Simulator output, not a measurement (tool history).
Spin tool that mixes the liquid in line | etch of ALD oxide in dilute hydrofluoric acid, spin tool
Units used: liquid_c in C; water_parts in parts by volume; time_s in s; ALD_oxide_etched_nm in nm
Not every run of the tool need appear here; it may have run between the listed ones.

run,day,liquid_c,water_parts,time_s,ALD_oxide_etched_nm
1,0.000,22.0,265,30,2.2350
2,0.233,19.5,265,30,2.0310
3,0.296,21.5,265,30,2.1779
4,0.379,21.5,265,25,1.7933
# day 0.483: thermometer replaced
5,0.483,23.0,250,25,1.9671
6,0.771,25.5,250,25,2.1330
7,0.846,26.0,235,25,2.3555
8,1.017,26.5,230,25,2.4607

Estimate the outcome of run 9 from the log above:
9,1.242,27.0,225,25,?

ALD_oxide_etched_nm: 2.5836 nm
